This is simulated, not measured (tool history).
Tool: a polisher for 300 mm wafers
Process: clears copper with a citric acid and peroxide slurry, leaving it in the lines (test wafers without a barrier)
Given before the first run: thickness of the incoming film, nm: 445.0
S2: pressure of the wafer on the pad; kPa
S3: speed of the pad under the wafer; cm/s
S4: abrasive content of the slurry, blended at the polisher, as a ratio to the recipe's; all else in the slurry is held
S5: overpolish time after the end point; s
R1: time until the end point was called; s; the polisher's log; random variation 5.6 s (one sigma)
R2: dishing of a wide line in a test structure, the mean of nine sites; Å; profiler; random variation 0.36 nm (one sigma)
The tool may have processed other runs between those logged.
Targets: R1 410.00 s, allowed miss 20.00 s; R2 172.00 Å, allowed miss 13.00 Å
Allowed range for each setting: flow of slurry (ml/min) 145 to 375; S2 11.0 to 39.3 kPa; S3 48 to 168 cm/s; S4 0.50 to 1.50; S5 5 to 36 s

run 1 hour=0.0 | flow_of_slurry_(ml/min)=240 S2=24.8 S3=108 S4=1.00 S5=18 | R1=143.45 R2=297.73
run 2 hour=6.8 | flow_of_slurry_(ml/min)=235 S2=20.7 S3=92 S4=1.00 S5=19 | R1=204.44 R2=235.73
run 3 hour=9.1 | flow_of_slurry_(ml/min)=235 S2=17.2 S3=92 S4=1.00 S5=19 | R1=244.45 R2=206.57
run 4 hour=18.1 | flow_of_slurry_(ml/min)=235 S2=22.1 S3=92 S4=1.00 S5=19 | R1=195.56 R2=253.85
run 5 hour=20.9 | flow_of_slurry_(ml/min)=260 S2=22.1 S3=92 S4=1.00 S5=19 | R1=186.39 R2=248.85
run 6 hour=22.2 | flow_of_slurry_(ml/min)=260 S2=22.1 S3=92 S4=1.00 S5=12 | R1=190.17 R2=180.51
run 7 hour=23.8 | flow_of_slurry_(ml/min)=245 S2=18.6 S3=86 S4=1.00 S5=15 | R1=230.33 R2=172.91
run 8 hour=32.1 | flow_of_slurry_(ml/min)=235 S2=16.5 S3=80 S4=1.00 S5=18 | R1=281.17 R2=187.23
run 9 hour=38.5 | flow_of_slurry_(ml/min)=225 S2=15.2 S3=78 S4=1.00 S5=19 | R1=314.29 R2=173.51
run 10 hour=46.1 | flow_of_slurry_(ml/min)=215 S2=13.8 S3=78 S4=1.00 S5=20 | R1=344.12 R2=168.35
run 11 hour=49.7 | flow_of_slurry_(ml/min)=195 S2=11.0 S3=74 S4=1.00 S5=25 | R1=462.49 R2=160.57
run 12 hour=55.2 | flow_of_slurry_(ml/min)=210 S2=11.0 S3=74 S4=1.00 S5=25 | R1=451.50 R2=151.92

Next run, 5 choices. One meets every target within its allowed miss, the rest don't. Which?
run A hour=60.7 | flow_of_slurry_(ml/min)=150 S2=15.9 S3=52 S4=0.95 S5=36 | R1=? R2=?
run B hour=60.7 | flow_of_slurry_(ml/min)=170 S2=11.7 S3=64 S4=1.10 S5=30 | R1=? R2=?
run C hour=60.7 | flow_of_slurry_(ml/min)=190 S2=11.0 S3=60 S4=0.90 S5=35 | R1=? R2=?
run D hour=60.7 | flow_of_slurry_(ml/min)=260 S2=11.0 S3=78 S4=1.30 S5=20 | R1=? R2=?
run E hour=60.7 | flow_of_slurry_(ml/min)=175 S2=11.0 S3=80 S4=1.15 S5=25 | R1=? R2=?

move=A R1=488.68 R2=200.54
move=B R1=494.65 R2=170.17
move=C R1=581.87 R2=168.70
move=D R1=393.23 R2=147.41
move=E R1=416.77 R2=167.90
A: lands further from the targets than the last run did
B: lands further from the targets than the last run did
C: lands further from the targets than the last run did
D: gets the furthest-off result to its target, but another result is out of tolerance
E: in spec on every target
The move that meets every target is E.
